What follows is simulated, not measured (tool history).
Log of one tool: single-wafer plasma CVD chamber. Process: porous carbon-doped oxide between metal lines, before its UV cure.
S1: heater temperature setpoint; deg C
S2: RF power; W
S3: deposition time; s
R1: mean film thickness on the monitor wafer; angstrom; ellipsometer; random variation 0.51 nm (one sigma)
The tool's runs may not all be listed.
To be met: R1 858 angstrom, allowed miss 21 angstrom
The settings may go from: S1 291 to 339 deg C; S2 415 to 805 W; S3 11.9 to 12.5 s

run	hour	S1	S2	S3	R1
1	0	315	610	12.5	734.11
2	4.5	304	610	12.5	794.81
3	6.9	299	610	12.5	814.9
4	8.5	299	610	11.9	766.11
5	9.9	298	625	11.9	786.9
6	13.7	304	625	11.9	755.17
7	14.4	302	640	11.9	783.81
8	15.4	300	650	11.9	790.77
9	22.8	299	660	11.9	802.72
10	26	298	670	11.9	816.85
11	34.9	297	675	11.9	819.21
12	42.5	296	680	11.9	824.83

4 next moves are on the table. One of them brings every result within its allowed miss. Which?
A	50.1	303	690	12.1	?
B	50.1	303	640	12.3	?
C	50.1	300	625	11.9	?
D	50.1	291	665	12.1	?

move	R1
A	804.53
B	792.91
C	775.81
D	859
A: further off than the last run
B: further off than the last run
C: further off than the last run
D: meets every target
Move D is the one to make.
